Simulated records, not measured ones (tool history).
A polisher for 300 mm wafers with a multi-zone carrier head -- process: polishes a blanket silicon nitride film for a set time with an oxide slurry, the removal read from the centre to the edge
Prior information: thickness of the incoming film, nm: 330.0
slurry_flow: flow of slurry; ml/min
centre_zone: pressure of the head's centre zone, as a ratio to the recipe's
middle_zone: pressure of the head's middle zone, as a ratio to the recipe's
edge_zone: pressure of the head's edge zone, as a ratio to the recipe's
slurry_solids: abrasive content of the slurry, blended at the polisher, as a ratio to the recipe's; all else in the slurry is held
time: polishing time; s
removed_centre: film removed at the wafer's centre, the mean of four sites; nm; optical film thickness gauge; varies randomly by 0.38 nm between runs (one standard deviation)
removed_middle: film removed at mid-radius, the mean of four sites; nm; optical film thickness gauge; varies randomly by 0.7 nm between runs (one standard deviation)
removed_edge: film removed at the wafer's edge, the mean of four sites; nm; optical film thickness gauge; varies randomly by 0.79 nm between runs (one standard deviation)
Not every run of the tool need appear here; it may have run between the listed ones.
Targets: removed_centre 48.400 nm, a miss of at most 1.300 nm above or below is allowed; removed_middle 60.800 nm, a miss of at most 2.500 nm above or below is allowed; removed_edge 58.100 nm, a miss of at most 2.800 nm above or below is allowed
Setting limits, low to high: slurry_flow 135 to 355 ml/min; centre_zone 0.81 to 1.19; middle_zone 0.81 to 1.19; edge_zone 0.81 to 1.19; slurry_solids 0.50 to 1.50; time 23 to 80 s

run 1 hour=0.0 | slurry_flow=225 centre_zone=1.00 middle_zone=1.00 edge_zone=1.00 slurry_solids=1.00 time=51 | removed_centre=54.510 removed_middle=56.990 removed_edge=55.134
run 2 hour=9.0 | slurry_flow=215 centre_zone=0.98 middle_zone=1.01 edge_zone=1.02 slurry_solids=1.00 time=51 | removed_centre=52.621 removed_middle=56.319 removed_edge=54.761
run 3 hour=9.8 | slurry_flow=215 centre_zone=0.98 middle_zone=1.01 edge_zone=1.05 slurry_solids=1.00 time=51 | removed_centre=52.556 removed_middle=56.181 removed_edge=56.031
run 4 hour=17.0 | slurry_flow=215 centre_zone=0.98 middle_zone=1.01 edge_zone=1.05 slurry_solids=1.00 time=38 | removed_centre=38.979 removed_middle=41.605 removed_edge=42.210
run 5 hour=19.2 | slurry_flow=225 centre_zone=0.97 middle_zone=1.04 edge_zone=1.07 slurry_solids=1.10 time=38 | removed_centre=41.973 removed_middle=45.398 removed_edge=44.448
run 6 hour=25.7 | slurry_flow=200 centre_zone=0.97 middle_zone=1.04 edge_zone=1.07 slurry_solids=1.10 time=38 | removed_centre=41.085 removed_middle=45.200 removed_edge=43.435
run 7 hour=27.4 | slurry_flow=215 centre_zone=0.94 middle_zone=1.05 edge_zone=1.10 slurry_solids=1.15 time=39 | removed_centre=42.022 removed_middle=47.971 removed_edge=46.626
run 8 hour=34.5 | slurry_flow=230 centre_zone=0.93 middle_zone=1.06 edge_zone=1.12 slurry_solids=1.20 time=39 | removed_centre=43.487 removed_middle=50.479 removed_edge=47.930
run 9 hour=41.0 | slurry_flow=180 centre_zone=0.85 middle_zone=1.06 edge_zone=1.19 slurry_solids=1.45 time=42 | removed_centre=44.061 removed_middle=57.439 removed_edge=59.198
run 10 hour=49.5 | slurry_flow=195 centre_zone=0.86 middle_zone=1.07 edge_zone=1.18 slurry_solids=1.45 time=42 | removed_centre=45.639 removed_middle=59.002 removed_edge=57.448
run 11 hour=57.8 | slurry_flow=200 centre_zone=0.86 middle_zone=1.07 edge_zone=1.18 slurry_solids=1.45 time=42 | removed_centre=46.188 removed_middle=57.653 removed_edge=58.154
run 12 hour=64.4 | slurry_flow=205 centre_zone=0.86 middle_zone=1.08 edge_zone=1.18 slurry_solids=1.45 time=42 | removed_centre=45.495 removed_middle=59.206 removed_edge=57.592
run 13 hour=67.4 | slurry_flow=205 centre_zone=0.86 middle_zone=1.08 edge_zone=1.18 slurry_solids=1.45 time=42 | removed_centre=46.371 removed_middle=59.420 removed_edge=57.063
run 14 hour=68.5 | slurry_flow=210 centre_zone=0.86 middle_zone=1.08 edge_zone=1.18 slurry_solids=1.45 time=42 | removed_centre=46.445 removed_middle=59.613 removed_edge=58.851

Exercise: of the 5 proposed moves below, exactly one satisfies all targets within the stated allowed misses. Which move is it?
run A hour=69.6 | slurry_flow=260 centre_zone=0.83 middle_zone=1.09 edge_zone=1.19 slurry_solids=1.20 time=44 | removed_centre=? removed_middle=? removed_edge=?
run B hour=69.6 | slurry_flow=145 centre_zone=0.90 middle_zone=1.14 edge_zone=1.16 slurry_solids=1.45 time=40 | removed_centre=? removed_middle=? removed_edge=?
run C hour=69.6 | slurry_flow=185 centre_zone=0.84 middle_zone=1.08 edge_zone=1.18 slurry_solids=1.40 time=43 | removed_centre=? removed_middle=? removed_edge=?
run D hour=69.6 | slurry_flow=180 centre_zone=0.81 middle_zone=1.04 edge_zone=1.17 slurry_solids=1.50 time=44 | removed_centre=? removed_middle=? removed_edge=?
run E hour=69.6 | slurry_flow=190 centre_zone=0.91 middle_zone=1.14 edge_zone=1.17 slurry_solids=1.50 time=41 | removed_centre=? removed_middle=? removed_edge=?

move=A removed_centre=44.082 removed_middle=58.837 removed_edge=58.009
move=B removed_centre=44.340 removed_middle=56.936 removed_edge=54.344
move=C removed_centre=45.200 removed_middle=59.409 removed_edge=59.289
move=D removed_centre=45.748 removed_middle=60.580 removed_edge=62.112
move=E removed_centre=48.297 removed_middle=61.085 removed_edge=58.062
A: moves away from the targets compared with the last run
B: moves away from the targets compared with the last run
C: moves away from the targets compared with the last run
D: moves away from the targets compared with the last run
E: all results in spec
The right move is E.
